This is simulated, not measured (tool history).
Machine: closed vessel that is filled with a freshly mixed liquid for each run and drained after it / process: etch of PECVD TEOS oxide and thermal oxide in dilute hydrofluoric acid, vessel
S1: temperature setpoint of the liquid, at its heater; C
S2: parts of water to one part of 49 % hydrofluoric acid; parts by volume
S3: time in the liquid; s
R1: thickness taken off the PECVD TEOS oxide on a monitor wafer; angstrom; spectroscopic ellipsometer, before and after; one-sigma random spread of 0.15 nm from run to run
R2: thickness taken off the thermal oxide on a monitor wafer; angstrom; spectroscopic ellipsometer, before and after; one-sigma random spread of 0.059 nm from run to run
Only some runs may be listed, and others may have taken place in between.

run,hour,S1,S2,S3,R1,R2
1,0.0,24.0,125,80,170.44,27.379
2,3.1,24.0,125,95,204.19,31.945
3,7.8,25.0,125,95,212.86,33.388
4,12.3,21.5,125,95,184.61,28.693
5,20.3,24.0,115,95,222.88,35.708
6,29.2,21.5,115,95,202.22,32.086
7,32.7,24.0,110,95,233.90,37.883
8,41.6,25.5,105,100,276.45,43.591
9,44.7,27.0,100,100,310.02,48.779

Predict the results of run 10:
10,45.8,28.5,100,100,?,?

R1: 330.22 angstrom
R2: 50.764 angstrom
